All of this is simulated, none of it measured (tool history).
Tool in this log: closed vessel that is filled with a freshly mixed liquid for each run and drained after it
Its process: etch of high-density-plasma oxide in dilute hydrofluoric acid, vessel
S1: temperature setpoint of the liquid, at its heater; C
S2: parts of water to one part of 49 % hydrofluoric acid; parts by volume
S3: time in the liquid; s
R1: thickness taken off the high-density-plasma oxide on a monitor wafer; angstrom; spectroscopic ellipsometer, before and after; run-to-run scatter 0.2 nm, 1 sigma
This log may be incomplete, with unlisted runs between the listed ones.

run,hour,S1,S2,S3,R1
1,0.0,25.0,150,555,365.62
2,5.3,25.0,150,555,364.53
3,11.9,22.0,150,555,325.01
4,14.5,25.5,150,555,371.80
5,23.3,22.5,150,555,332.12
6,25.6,20.5,150,555,305.53
7,34.5,24.5,110,555,508.75

Run 8 comes next. What will it give?
8,43.7,24.5,110,555,?

{"run 8": {"R1": 510.83}}
